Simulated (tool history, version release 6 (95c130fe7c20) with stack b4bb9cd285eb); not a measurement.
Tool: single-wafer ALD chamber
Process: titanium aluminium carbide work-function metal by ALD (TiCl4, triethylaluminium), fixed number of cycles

run,hour,heater temperature setpoint (deg C),triethylaluminium pulse time (s),mean film thickness on the monitor wafer (angstrom)
1,0,290,10.01,19.134
2,3.2,285,10.01,18.792
3,10.7,274,10.01,17.967
4,18.9,284,10.01,18.68
5,26.2,284,11.92,18.899
6,30.1,279,9.65,18.299
7,35.8,275,8,17.456
8,40.3,273,7.32,17.257

Run 9 comes next. What will it give?
9,47.6,271,6.6,?

mean film thickness on the monitor wafer (angstrom): 16.825
